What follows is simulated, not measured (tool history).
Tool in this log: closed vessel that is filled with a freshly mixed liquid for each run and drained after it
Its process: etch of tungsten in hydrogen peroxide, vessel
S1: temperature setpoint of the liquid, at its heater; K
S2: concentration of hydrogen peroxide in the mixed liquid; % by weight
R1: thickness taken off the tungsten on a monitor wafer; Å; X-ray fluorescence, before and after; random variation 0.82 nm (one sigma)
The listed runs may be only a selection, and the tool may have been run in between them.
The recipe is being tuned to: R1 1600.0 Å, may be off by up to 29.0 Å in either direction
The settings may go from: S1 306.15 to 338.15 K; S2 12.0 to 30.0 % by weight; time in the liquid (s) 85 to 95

run 1 hour=0.0 | S1=322.15 S2=20.5 time_in_the_liquid_(s)=85 | R1=1884.6
run 2 hour=2.8 | S1=322.15 S2=17.0 time_in_the_liquid_(s)=85 | R1=1702.4
run 3 hour=11.9 | S1=322.15 S2=17.0 time_in_the_liquid_(s)=95 | R1=1889.9
run 4 hour=14.7 | S1=325.65 S2=17.0 time_in_the_liquid_(s)=95 | R1=2375.9
run 5 hour=16.5 | S1=325.65 S2=17.0 time_in_the_liquid_(s)=95 | R1=2358.9
run 6 hour=17.5 | S1=325.65 S2=19.5 time_in_the_liquid_(s)=95 | R1=2498.8
run 7 hour=23.6 | S1=323.65 S2=19.5 time_in_the_liquid_(s)=95 | R1=2242.0
run 8 hour=28.7 | S1=322.15 S2=19.5 time_in_the_liquid_(s)=95 | R1=2043.2
run 9 hour=33.8 | S1=321.15 S2=19.5 time_in_the_liquid_(s)=95 | R1=1919.0
run 10 hour=36.2 | S1=320.15 S2=19.5 time_in_the_liquid_(s)=95 | R1=1812.1
run 11 hour=44.3 | S1=319.65 S2=19.5 time_in_the_liquid_(s)=95 | R1=1754.4
run 12 hour=52.1 | S1=319.15 S2=19.5 time_in_the_liquid_(s)=95 | R1=1702.3

Exercise: of the 4 proposed moves below, exactly one satisfies all targets within the stated allowed misses. Which move is it?
run A hour=59.9 | S1=320.65 S2=21.0 time_in_the_liquid_(s)=85 | R1=?
run B hour=59.9 | S1=316.65 S2=22.0 time_in_the_liquid_(s)=95 | R1=?
run C hour=59.9 | S1=318.15 S2=18.0 time_in_the_liquid_(s)=95 | R1=?
run D hour=59.9 | S1=318.65 S2=18.5 time_in_the_liquid_(s)=95 | R1=?

move=A R1=1728.5
move=B R1=1537.7
move=C R1=1529.6
move=D R1=1600.2
A: further off than the last run
B: pushes the last run's worst result past its target
C: pushes the last run's worst result past its target
D: hits every target within its allowed miss
D meets every target.

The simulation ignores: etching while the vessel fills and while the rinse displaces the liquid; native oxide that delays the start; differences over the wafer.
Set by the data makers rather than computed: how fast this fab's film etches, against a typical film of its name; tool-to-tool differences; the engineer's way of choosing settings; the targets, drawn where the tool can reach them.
